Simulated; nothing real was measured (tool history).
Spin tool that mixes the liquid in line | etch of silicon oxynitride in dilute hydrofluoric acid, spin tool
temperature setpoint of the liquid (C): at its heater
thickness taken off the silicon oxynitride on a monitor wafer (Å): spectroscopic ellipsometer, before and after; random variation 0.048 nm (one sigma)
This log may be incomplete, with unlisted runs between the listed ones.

| run | hour | temperature setpoint of the liquid (C) | parts of water to one part of 49 % hydrofluoric acid (parts by volume) | time under the liquid (s) | thickness taken off the silicon oxynitride on a monitor wafer (Å) |
|---|---|---|---|---|---|
| 1 | 0.0 | 21.0 | 160 | 285 | 38.647 |
| 2 | 1.7 | 20.5 | 165 | 285 | 35.522 |
| 3 | 9.5 | 20.5 | 125 | 285 | 47.702 |
| 4 | 14.0 | 20.5 | 125 | 285 | 47.164 |
| 5 | 20.9 | 22.0 | 125 | 285 | 52.261 |
| 6 | 22.1 | 21.0 | 140 | 285 | 43.687 |

Expected results for the next run?
| 7 | 22.7 | 20.0 | 150 | 285 | ? |

thickness taken off the silicon oxynitride on a monitor wafer (Å): 38.386
